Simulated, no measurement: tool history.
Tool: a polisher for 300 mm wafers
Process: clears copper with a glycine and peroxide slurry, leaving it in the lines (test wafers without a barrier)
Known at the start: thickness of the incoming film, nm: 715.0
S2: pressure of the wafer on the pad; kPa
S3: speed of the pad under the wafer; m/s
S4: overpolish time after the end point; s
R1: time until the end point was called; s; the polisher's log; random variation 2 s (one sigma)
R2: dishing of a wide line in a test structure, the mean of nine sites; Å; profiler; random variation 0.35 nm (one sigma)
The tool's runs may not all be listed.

run 1 hour=0.0 | flow_of_slurry_(ml/min)=255 S2=23.4 S3=1.20 S4=10 | R1=104.32 R2=467.76
run 2 hour=6.9 | flow_of_slurry_(ml/min)=255 S2=23.4 S3=1.00 S4=10 | R1=116.47 R2=450.04
run 3 hour=14.9 | flow_of_slurry_(ml/min)=240 S2=20.7 S3=1.18 S4=9 | R1=117.99 R2=399.66
run 4 hour=22.9 | flow_of_slurry_(ml/min)=240 S2=20.7 S3=1.18 S4=13 | R1=115.50 R2=507.08
run 5 hour=25.2 | flow_of_slurry_(ml/min)=240 S2=20.7 S3=1.18 S4=15 | R1=117.44 R2=611.52
run 6 hour=31.0 | flow_of_slurry_(ml/min)=225 S2=18.6 S3=1.32 S4=13 | R1=119.51 R2=487.91
run 7 hour=38.1 | flow_of_slurry_(ml/min)=210 S2=17.2 S3=1.44 S4=11 | R1=132.04 R2=436.23
run 8 hour=45.2 | flow_of_slurry_(ml/min)=250 S2=17.9 S3=1.26 S4=9 | R1=129.49 R2=366.47

Run 9 comes next. What will it give?
run 9 hour=49.5 | flow_of_slurry_(ml/min)=320 S2=18.6 S3=0.92 S4=4 | R1=? R2=?

{"run 9": {"R1": 139.99, "R2": 158.16}}
